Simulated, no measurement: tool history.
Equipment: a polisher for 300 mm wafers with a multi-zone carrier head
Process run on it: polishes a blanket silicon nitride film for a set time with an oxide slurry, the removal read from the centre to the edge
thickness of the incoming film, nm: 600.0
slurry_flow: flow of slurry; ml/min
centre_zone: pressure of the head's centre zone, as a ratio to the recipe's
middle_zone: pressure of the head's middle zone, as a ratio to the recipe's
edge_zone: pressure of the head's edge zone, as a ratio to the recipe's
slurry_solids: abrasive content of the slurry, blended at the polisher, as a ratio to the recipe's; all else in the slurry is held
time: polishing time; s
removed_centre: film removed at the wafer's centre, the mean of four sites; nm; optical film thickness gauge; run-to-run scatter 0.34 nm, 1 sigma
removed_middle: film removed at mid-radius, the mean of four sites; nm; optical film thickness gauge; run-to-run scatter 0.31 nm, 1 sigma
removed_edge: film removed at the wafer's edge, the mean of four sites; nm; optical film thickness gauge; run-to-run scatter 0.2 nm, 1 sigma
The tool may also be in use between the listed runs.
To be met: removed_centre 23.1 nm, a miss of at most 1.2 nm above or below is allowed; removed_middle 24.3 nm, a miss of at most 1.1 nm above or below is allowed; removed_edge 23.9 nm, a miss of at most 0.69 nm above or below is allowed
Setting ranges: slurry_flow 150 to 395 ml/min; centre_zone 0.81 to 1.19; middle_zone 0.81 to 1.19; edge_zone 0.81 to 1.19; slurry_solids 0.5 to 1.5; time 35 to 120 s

run 1 hour=0 | slurry_flow=250 centre_zone=1 middle_zone=1 edge_zone=1 slurry_solids=1 time=77 | removed_centre=44.034 removed_middle=45.603 removed_edge=44.484
run 2 hour=4.7 | slurry_flow=250 centre_zone=0.99 middle_zone=0.99 edge_zone=0.99 slurry_solids=0.95 time=74 | removed_centre=40.97 removed_middle=42.365 removed_edge=41.265
run 3 hour=11.2 | slurry_flow=250 centre_zone=0.99 middle_zone=0.99 edge_zone=0.99 slurry_solids=1 time=74 | removed_centre=41.512 removed_middle=42.638 removed_edge=43.11
run 4 hour=13.8 | slurry_flow=250 centre_zone=1.07 middle_zone=0.99 edge_zone=0.99 slurry_solids=1 time=74 | removed_centre=45.292 removed_middle=43.493 removed_edge=42.257
run 5 hour=17.5 | slurry_flow=250 centre_zone=1.15 middle_zone=0.99 edge_zone=0.99 slurry_solids=1 time=74 | removed_centre=49.054 removed_middle=42.603 removed_edge=42.053
run 6 hour=18.4 | slurry_flow=250 centre_zone=1.15 middle_zone=0.99 edge_zone=0.99 slurry_solids=1 time=63 | removed_centre=41.11 removed_middle=36.534 removed_edge=36.577
run 7 hour=19.8 | slurry_flow=250 centre_zone=1.13 middle_zone=0.99 edge_zone=0.98 slurry_solids=0.95 time=62 | removed_centre=39.63 removed_middle=34.906 removed_edge=34.485
run 8 hour=24.3 | slurry_flow=245 centre_zone=1.1 middle_zone=0.99 edge_zone=0.98 slurry_solids=0.9 time=61 | removed_centre=35.185 removed_middle=33.796 removed_edge=33.002
run 9 hour=27.3 | slurry_flow=240 centre_zone=1.09 middle_zone=0.98 edge_zone=0.97 slurry_solids=0.85 time=61 | removed_centre=34.72 removed_middle=32.151 removed_edge=31.475
run 10 hour=29.4 | slurry_flow=240 centre_zone=1.09 middle_zone=0.98 edge_zone=0.97 slurry_solids=0.85 time=61 | removed_centre=34.344 removed_middle=31.799 removed_edge=31.009
run 11 hour=33.6 | slurry_flow=235 centre_zone=1.07 middle_zone=0.97 edge_zone=0.96 slurry_solids=0.85 time=61 | removed_centre=32.424 removed_middle=31.961 removed_edge=31.464
run 12 hour=40.2 | slurry_flow=235 centre_zone=1.07 middle_zone=0.96 edge_zone=0.95 slurry_solids=0.8 time=61 | removed_centre=32.627 removed_middle=29.862 removed_edge=29.797
run 13 hour=47.2 | slurry_flow=230 centre_zone=1.05 middle_zone=0.96 edge_zone=0.94 slurry_solids=0.8 time=61 | removed_centre=31.416 removed_middle=29.732 removed_edge=29.909
run 14 hour=50.1 | slurry_flow=225 centre_zone=1.04 middle_zone=0.96 edge_zone=0.93 slurry_solids=0.75 time=61 | removed_centre=30.147 removed_middle=28.617 removed_edge=28.277
run 15 hour=58.7 | slurry_flow=220 centre_zone=1.03 middle_zone=0.96 edge_zone=0.92 slurry_solids=0.75 time=61 | removed_centre=29.647 removed_middle=28.486 removed_edge=28.097
run 16 hour=65.2 | slurry_flow=205 centre_zone=0.93 middle_zone=0.94 edge_zone=0.86 slurry_solids=0.5 time=59 | removed_centre=17.945 removed_middle=19.333 removed_edge=18.57
run 17 hour=66.1 | slurry_flow=210 centre_zone=0.94 middle_zone=0.95 edge_zone=0.88 slurry_solids=0.5 time=59 | removed_centre=17.972 removed_middle=19.585 removed_edge=18.562
run 18 hour=73.7 | slurry_flow=210 centre_zone=0.95 middle_zone=0.96 edge_zone=0.91 slurry_solids=0.5 time=59 | removed_centre=18.122 removed_middle=19.869 removed_edge=18.755
run 19 hour=75.4 | slurry_flow=215 centre_zone=0.96 middle_zone=0.96 edge_zone=0.93 slurry_solids=0.5 time=59 | removed_centre=18.936 removed_middle=19.498 removed_edge=19.377
run 20 hour=76.4 | slurry_flow=270 centre_zone=0.98 middle_zone=1.06 edge_zone=1.03 slurry_solids=0.7 time=60 | removed_centre=26.52 removed_middle=29.999 removed_edge=28.063
run 21 hour=83.7 | slurry_flow=260 centre_zone=0.98 middle_zone=1.05 edge_zone=1.02 slurry_solids=0.7 time=60 | removed_centre=26.902 removed_middle=29.534 removed_edge=28.283
run 22 hour=87.9 | slurry_flow=255 centre_zone=0.98 middle_zone=1.04 edge_zone=1.01 slurry_solids=0.7 time=60 | removed_centre=26.67 removed_middle=29.036 removed_edge=27.818
run 23 hour=95.3 | slurry_flow=250 centre_zone=0.98 middle_zone=1.03 edge_zone=1 slurry_solids=0.7 time=60 | removed_centre=26.8 removed_middle=29.326 removed_edge=27.674
run 24 hour=96.2 | slurry_flow=240 centre_zone=0.94 middle_zone=0.93 edge_zone=0.93 slurry_solids=0.5 time=57 | removed_centre=17.998 removed_middle=18.684 removed_edge=18.765
run 25 hour=103.8 | slurry_flow=240 centre_zone=0.94 middle_zone=0.93 edge_zone=0.93 slurry_solids=0.5 time=57 | removed_centre=18.036 removed_middle=18.763 removed_edge=18.949
run 26 hour=111.5 | slurry_flow=250 centre_zone=0.95 middle_zone=0.94 edge_zone=0.95 slurry_solids=0.5 time=57 | removed_centre=18.417 removed_middle=19.029 removed_edge=19.385
run 27 hour=120.3 | slurry_flow=260 centre_zone=0.96 middle_zone=0.95 edge_zone=0.96 slurry_solids=0.5 time=57 | removed_centre=18.571 removed_middle=19.226 removed_edge=19.24
run 28 hour=128.9 | slurry_flow=260 centre_zone=0.97 middle_zone=0.96 edge_zone=0.98 slurry_solids=0.5 time=57 | removed_centre=18.705 removed_middle=19.124 removed_edge=19.665
run 29 hour=135.6 | slurry_flow=260 centre_zone=0.98 middle_zone=0.98 edge_zone=0.99 slurry_solids=0.5 time=57 | removed_centre=19.035 removed_middle=20.017 removed_edge=19.768
run 30 hour=138.7 | slurry_flow=260 centre_zone=0.98 middle_zone=0.98 edge_zone=0.99 slurry_solids=0.5 time=57 | removed_centre=18.87 removed_middle=19.727 removed_edge=19.53

Exercise: of the 4 proposed moves below, exactly one satisfies all targets within the stated allowed misses. Which move is it?
run A hour=141.8 | slurry_flow=280 centre_zone=1.17 middle_zone=1.13 edge_zone=0.81 slurry_solids=0.5 time=55 | removed_centre=? removed_middle=? removed_edge=?
run B hour=141.8 | slurry_flow=250 centre_zone=1.05 middle_zone=0.86 edge_zone=1.07 slurry_solids=0.55 time=55 | removed_centre=? removed_middle=? removed_edge=?
run C hour=141.8 | slurry_flow=330 centre_zone=0.98 middle_zone=1 edge_zone=1.03 slurry_solids=0.6 time=56 | removed_centre=? removed_middle=? removed_edge=?
run D hour=141.8 | slurry_flow=265 centre_zone=0.99 middle_zone=1.06 edge_zone=0.97 slurry_solids=0.5 time=61 | removed_centre=? removed_middle=? removed_edge=?

move=A removed_centre=21.813 removed_middle=21.519 removed_edge=17.406
move=B removed_centre=21.117 removed_middle=18.553 removed_edge=21.613
move=C removed_centre=22.405 removed_middle=23.823 removed_edge=23.816
move=D removed_centre=20.3 removed_middle=22.483 removed_edge=20.88
A: the biggest miss grows against the last run
B: moves toward the targets from the last run without getting all of them in spec
C: all results in spec
D: moves toward the targets from the last run without getting all of them in spec
Correct choice: C, which meets every target
